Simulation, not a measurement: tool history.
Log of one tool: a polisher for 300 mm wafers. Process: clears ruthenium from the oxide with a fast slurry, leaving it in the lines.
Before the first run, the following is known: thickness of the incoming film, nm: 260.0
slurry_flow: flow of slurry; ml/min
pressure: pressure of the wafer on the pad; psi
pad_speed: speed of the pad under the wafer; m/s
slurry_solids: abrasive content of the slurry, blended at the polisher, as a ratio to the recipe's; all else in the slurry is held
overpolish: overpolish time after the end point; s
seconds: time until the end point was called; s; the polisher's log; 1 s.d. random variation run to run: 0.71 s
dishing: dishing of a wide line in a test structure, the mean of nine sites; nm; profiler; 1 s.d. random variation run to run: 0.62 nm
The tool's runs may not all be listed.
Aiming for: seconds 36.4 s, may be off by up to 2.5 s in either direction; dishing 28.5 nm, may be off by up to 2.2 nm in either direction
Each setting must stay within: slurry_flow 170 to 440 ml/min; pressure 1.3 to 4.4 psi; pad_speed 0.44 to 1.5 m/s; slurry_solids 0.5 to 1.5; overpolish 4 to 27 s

| run | hour | slurry_flow | pressure | pad_speed | slurry_solids | overpolish | seconds | dishing |
|---|---|---|---|---|---|---|---|---|
| 1 | 0 | 280 | 2.8 | 0.96 | 1 | 14 | 66.635 | 44.554 |
| 2 | 3.9 | 280 | 2.8 | 0.96 | 1 | 19 | 64.581 | 53.773 |
| 3 | 5.8 | 280 | 3 | 0.96 | 1 | 16 | 60.414 | 51.8 |
| 4 | 12.4 | 280 | 3.1 | 1 | 1 | 14 | 58.568 | 47.322 |
| 5 | 20.3 | 280 | 3.1 | 1 | 1 | 11 | 59.466 | 39.524 |
| 6 | 26.9 | 280 | 3.1 | 1.18 | 1 | 11 | 50.265 | 43.474 |
| 7 | 29.2 | 270 | 3.2 | 1.24 | 0.9 | 10 | 53.013 | 38.392 |
| 8 | 30.7 | 270 | 3.4 | 1.3 | 0.85 | 9 | 48.899 | 36.479 |
| 9 | 33.6 | 280 | 3.6 | 1.34 | 0.8 | 8 | 48.7 | 34.968 |
| 10 | 40.7 | 200 | 2.9 | 1.46 | 1.05 | 4 | 44.615 | 18.783 |

Which of these 4 next moves meets every target?
| A | 47.8 | 250 | 3.5 | 1.5 | 1 | 4 | ? | ? |
| B | 47.8 | 255 | 3.5 | 1.4 | 1.15 | 5 | ? | ? |
| C | 47.8 | 170 | 3.2 | 1.5 | 1.35 | 4 | ? | ? |
| D | 47.8 | 195 | 3.2 | 1.5 | 1.25 | 4 | ? | ? |

| move | seconds | dishing |
|---|---|---|
| A | 36.911 | 23.169 |
| B | 35.73 | 29.365 |
| C | 36.057 | 23.681 |
| D | 36.545 | 23.386 |
A: gains on the last run, yet a result remains outside its allowed miss
B: meets every target
C: gains on the last run, yet a result remains outside its allowed miss
D: gains on the last run, yet a result remains outside its allowed miss
B meets every target.
